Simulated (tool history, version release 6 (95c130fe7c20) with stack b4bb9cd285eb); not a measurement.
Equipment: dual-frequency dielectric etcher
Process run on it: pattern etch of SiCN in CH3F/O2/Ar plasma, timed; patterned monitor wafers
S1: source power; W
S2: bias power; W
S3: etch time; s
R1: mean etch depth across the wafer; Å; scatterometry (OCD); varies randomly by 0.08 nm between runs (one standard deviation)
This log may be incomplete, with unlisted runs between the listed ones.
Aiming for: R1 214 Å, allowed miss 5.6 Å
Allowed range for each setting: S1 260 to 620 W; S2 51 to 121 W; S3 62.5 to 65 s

run	hour	S1	S2	S3	R1
1	0	440	86	62.5	241.66
2	3.1	440	86	65	250.38
3	8	440	76	65	236.28
4	13	420	75	65	230.53
5	19.1	420	75	65	230.7
6	20.8	400	74	65	225.29
7	25.9	390	73	65	222.48
8	26.6	380	72	65	218.6

Next run, 4 choices. One meets every target within its allowed miss, the rest don't. Which?
A	27.3	380	75	65	?
B	27.3	400	67	64.5	?
C	27.3	450	69	65	?
D	27.3	400	61	64.5	?

move	R1
A	225.55
B	213.91
C	226.91
D	203.22
A: further off than the last run
B: meets every target
C: further off than the last run
D: pushes the last run's worst result past its target
So the answer is move B, the one that meets all the targets.
